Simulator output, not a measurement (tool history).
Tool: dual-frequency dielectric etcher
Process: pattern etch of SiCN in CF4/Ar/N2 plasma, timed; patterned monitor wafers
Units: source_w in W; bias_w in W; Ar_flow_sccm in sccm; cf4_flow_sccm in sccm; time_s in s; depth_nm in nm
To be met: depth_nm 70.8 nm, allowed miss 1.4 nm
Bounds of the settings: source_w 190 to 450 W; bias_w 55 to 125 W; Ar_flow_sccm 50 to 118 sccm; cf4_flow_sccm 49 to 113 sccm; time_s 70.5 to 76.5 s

{"run": 1, "hour": 0.0, "source_w": 320, "bias_w": 90, "Ar_flow_sccm": 84, "cf4_flow_sccm": 81, "time_s": 76.5, "depth_nm": 58.644}
{"run": 2, "hour": 6.0, "source_w": 320, "bias_w": 90, "Ar_flow_sccm": 75, "cf4_flow_sccm": 81, "time_s": 76.5, "depth_nm": 59.301}
{"run": 3, "hour": 13.2, "source_w": 340, "bias_w": 90, "Ar_flow_sccm": 75, "cf4_flow_sccm": 81, "time_s": 76.5, "depth_nm": 62.185}
{"run": 4, "hour": 16.2, "source_w": 340, "bias_w": 90, "Ar_flow_sccm": 75, "cf4_flow_sccm": 81, "time_s": 70.5, "depth_nm": 57.447}
{"run": 5, "hour": 19.5, "source_w": 340, "bias_w": 90, "Ar_flow_sccm": 75, "cf4_flow_sccm": 95, "time_s": 70.5, "depth_nm": 58.804}
{"run": 6, "hour": 28.2, "source_w": 360, "bias_w": 91, "Ar_flow_sccm": 75, "cf4_flow_sccm": 95, "time_s": 70.5, "depth_nm": 61.571}
{"run": 7, "hour": 31.5, "source_w": 380, "bias_w": 92, "Ar_flow_sccm": 75, "cf4_flow_sccm": 95, "time_s": 70.5, "depth_nm": 63.216}
{"run": 8, "hour": 38.2, "source_w": 400, "bias_w": 93, "Ar_flow_sccm": 75, "cf4_flow_sccm": 95, "time_s": 70.5, "depth_nm": 66.356}
{"run": 9, "hour": 46.7, "source_w": 410, "bias_w": 93, "Ar_flow_sccm": 75, "cf4_flow_sccm": 95, "time_s": 70.5, "depth_nm": 67.426}
{"run": 10, "hour": 50.5, "source_w": 420, "bias_w": 93, "Ar_flow_sccm": 75, "cf4_flow_sccm": 95, "time_s": 70.5, "depth_nm": 68.872}

Which of these 4 next moves meets every target?
{"run": "A", "hour": 54.3, "source_w": 390, "bias_w": 101, "Ar_flow_sccm": 82, "cf4_flow_sccm": 99, "time_s": 70.5, "depth_nm": "?"}
{"run": "B", "hour": 54.3, "source_w": 380, "bias_w": 93, "Ar_flow_sccm": 79, "cf4_flow_sccm": 97, "time_s": 74, "depth_nm": "?"}
{"run": "C", "hour": 54.3, "source_w": 360, "bias_w": 116, "Ar_flow_sccm": 95, "cf4_flow_sccm": 112, "time_s": 72.5, "depth_nm": "?"}
{"run": "D", "hour": 54.3, "source_w": 370, "bias_w": 109, "Ar_flow_sccm": 69, "cf4_flow_sccm": 113, "time_s": 73.5, "depth_nm": "?"}

move=A depth_nm=66.594
move=B depth_nm=66.888
move=C depth_nm=67.351
move=D depth_nm=70.885
A: further off than the last run
B: further off than the last run
C: further off than the last run
D: meets every target
Answer: D
